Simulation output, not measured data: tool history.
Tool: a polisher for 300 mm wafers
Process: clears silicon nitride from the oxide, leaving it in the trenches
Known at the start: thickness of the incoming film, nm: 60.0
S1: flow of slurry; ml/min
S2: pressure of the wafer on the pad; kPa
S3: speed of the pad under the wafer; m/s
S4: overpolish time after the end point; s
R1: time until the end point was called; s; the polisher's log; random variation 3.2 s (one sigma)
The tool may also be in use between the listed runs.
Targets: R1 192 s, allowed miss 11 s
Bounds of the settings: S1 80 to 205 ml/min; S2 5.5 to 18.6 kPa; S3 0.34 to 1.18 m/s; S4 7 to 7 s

run 1 hour=0 | S1=135 S2=11.7 S3=0.76 S4=7 | R1=128.79
run 2 hour=4.2 | S1=135 S2=11.7 S3=0.88 S4=7 | R1=118.76
run 3 hour=12.6 | S1=135 S2=14.5 S3=0.88 S4=7 | R1=92.6
run 4 hour=17.9 | S1=135 S2=12.4 S3=0.86 S4=7 | R1=111.72
run 5 hour=23 | S1=105 S2=12.4 S3=0.86 S4=7 | R1=118.67
run 6 hour=30.6 | S1=105 S2=9.7 S3=0.86 S4=7 | R1=154.45
run 7 hour=36.8 | S1=105 S2=9 S3=0.86 S4=7 | R1=157.82
run 8 hour=44.7 | S1=105 S2=9 S3=0.86 S4=7 | R1=160.59
run 9 hour=49.9 | S1=105 S2=8.3 S3=0.86 S4=7 | R1=175.65

5 next moves are on the table. One of them brings every result within its allowed miss. Which?
run A hour=55.1 | S1=80 S2=7.6 S3=0.92 S4=7 | R1=?
run B hour=55.1 | S1=105 S2=10.3 S3=0.68 S4=7 | R1=?
run C hour=55.1 | S1=105 S2=9.7 S3=0.74 S4=7 | R1=?
run D hour=55.1 | S1=145 S2=7.6 S3=0.88 S4=7 | R1=?
run E hour=55.1 | S1=140 S2=6.9 S3=1.04 S4=7 | R1=?

move=A R1=189.87
move=B R1=167.95
move=C R1=166.87
move=D R1=167.42
move=E R1=158.97
A: meets every target
B: further off than the last run
C: further off than the last run
D: further off than the last run
E: further off than the last run
Answer: A
